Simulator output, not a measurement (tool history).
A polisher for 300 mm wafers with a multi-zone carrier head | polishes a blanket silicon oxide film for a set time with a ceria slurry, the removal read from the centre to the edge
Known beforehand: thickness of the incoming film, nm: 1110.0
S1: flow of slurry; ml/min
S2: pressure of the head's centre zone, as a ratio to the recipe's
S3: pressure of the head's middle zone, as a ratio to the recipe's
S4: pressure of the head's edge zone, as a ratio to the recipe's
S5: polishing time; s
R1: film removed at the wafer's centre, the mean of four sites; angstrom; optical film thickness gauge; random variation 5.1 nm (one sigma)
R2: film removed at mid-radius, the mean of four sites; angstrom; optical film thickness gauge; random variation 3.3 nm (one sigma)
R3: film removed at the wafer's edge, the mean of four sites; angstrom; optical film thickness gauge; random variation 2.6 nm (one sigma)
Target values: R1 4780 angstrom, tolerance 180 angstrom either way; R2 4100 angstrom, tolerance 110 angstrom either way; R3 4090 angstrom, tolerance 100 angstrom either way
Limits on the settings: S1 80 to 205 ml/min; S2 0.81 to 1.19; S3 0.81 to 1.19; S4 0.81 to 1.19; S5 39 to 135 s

Run 1, hour 0: S1 135 ml/min, S2 1, S3 1, S4 1, S5 87 s. Result: R1 3196.8 angstrom, R2 3308.5 angstrom, R3 3185.6 angstrom.
Run 2, hour 1.5: S1 140 ml/min, S2 1.03, S3 1, S4 1.02, S5 88 s. Result: R1 3291.2 angstrom, R2 3357.7 angstrom, R3 3259.2 angstrom.
Run 3, hour 7.8: S1 145 ml/min, S2 1.05, S3 0.99, S4 1.02, S5 90 s. Result: R1 3485.4 angstrom, R2 3441.4 angstrom, R3 3326.6 angstrom.
Run 4, hour 16.4: S1 145 ml/min, S2 1.05, S3 0.99, S4 1.02, S5 79 s. Result: R1 3051 angstrom, R2 3025.7 angstrom, R3 2938 angstrom.
Run 5, hour 20.6: S1 145 ml/min, S2 1.05, S3 0.91, S4 1.02, S5 79 s. Result: R1 3082.4 angstrom, R2 2800.5 angstrom, R3 2927.6 angstrom.
Run 6, hour 25.5: S1 150 ml/min, S2 1.07, S3 0.92, S4 1.03, S5 82 s. Result: R1 3209.4 angstrom, R2 2966.8 angstrom, R3 3088.8 angstrom.
Run 7, hour 32: S1 155 ml/min, S2 1.09, S3 0.92, S4 1.02, S5 85 s. Result: R1 3474.4 angstrom, R2 3103.3 angstrom, R3 3214 angstrom.
Run 8, hour 32.9: S1 160 ml/min, S2 1.1, S3 0.93, S4 1.02, S5 87 s. Result: R1 3561.8 angstrom, R2 3208.5 angstrom, R3 3285.6 angstrom.
Run 9, hour 38.2: S1 165 ml/min, S2 1.11, S3 0.93, S4 1.02, S5 89 s. Result: R1 3686.6 angstrom, R2 3327.2 angstrom, R3 3358.3 angstrom.
Run 10, hour 39.3: S1 165 ml/min, S2 1.12, S3 0.93, S4 1.02, S5 91 s. Result: R1 3862.7 angstrom, R2 3425.9 angstrom, R3 3443.5 angstrom.
Run 11, hour 42.1: S1 170 ml/min, S2 1.13, S3 0.93, S4 1.03, S5 93 s. Result: R1 3970.8 angstrom, R2 3486.2 angstrom, R3 3557.9 angstrom.

4 candidate next runs follow, results not yet known. Just one meets every target within its allowed miss. Identify it.
Run A, hour 44.9: S1 195 ml/min, S2 1.12, S3 0.98, S4 0.97, S5 101 s. Result: R1 ?, R2 ?, R3 ?.
Run B, hour 44.9: S1 160 ml/min, S2 1.18, S3 0.95, S4 1.03, S5 108 s. Result: R1 ?, R2 ?, R3 ?.
Run C, hour 44.9: S1 160 ml/min, S2 1.11, S3 0.81, S4 1.06, S5 114 s. Result: R1 ?, R2 ?, R3 ?.
Run D, hour 44.9: S1 160 ml/min, S2 1.12, S3 0.94, S4 1.06, S5 105 s. Result: R1 ?, R2 ?, R3 ?.

move      R1      R2      R3
   A  4415.3  4075.2  3834.9
   B  4759.9  4101.9  4089.3
   C    4753  3796.7  4371.4
   D  4416.8  3953.8  4019.3
A: corrects the largest miss of the last run, while another result sits out of spec
B: meets every target
C: moves toward the targets from the last run without getting all of them in spec
D: moves toward the targets from the last run without getting all of them in spec
So the answer is move B, the one that meets all the targets.
